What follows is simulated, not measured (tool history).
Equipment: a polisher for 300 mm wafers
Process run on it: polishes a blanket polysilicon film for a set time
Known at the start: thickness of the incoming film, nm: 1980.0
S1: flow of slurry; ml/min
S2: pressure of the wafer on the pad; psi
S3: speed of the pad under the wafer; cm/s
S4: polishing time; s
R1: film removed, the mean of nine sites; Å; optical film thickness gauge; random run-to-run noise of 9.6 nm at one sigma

run 1 day=0 | S1=235 S2=2.8 S3=120 S4=73 | R1=6957.1
run 2 day=0.262 | S1=235 S2=2.8 S3=136 S4=73 | R1=7775.3
run 3 day=0.592 | S1=235 S2=2.8 S3=164 S4=73 | R1=9728.1
run 4 day=0.925 | S1=235 S2=2.8 S3=164 S4=77 | R1=10085
-- day=1.212 head pressure recalibrated
run 5 day=1.212 | S1=235 S2=2.2 S3=164 S4=77 | R1=8912.4
run 6 day=1.446 | S1=190 S2=2.2 S3=164 S4=77 | R1=8957.1
run 7 day=1.679 | S1=190 S2=2 S3=160 S4=77 | R1=7786.8

Run 8 is up next; what results do you expect?
run 8 day=2.042 | S1=190 S2=1.9 S3=160 S4=77 | R1=?

R1: 7745.8 Å
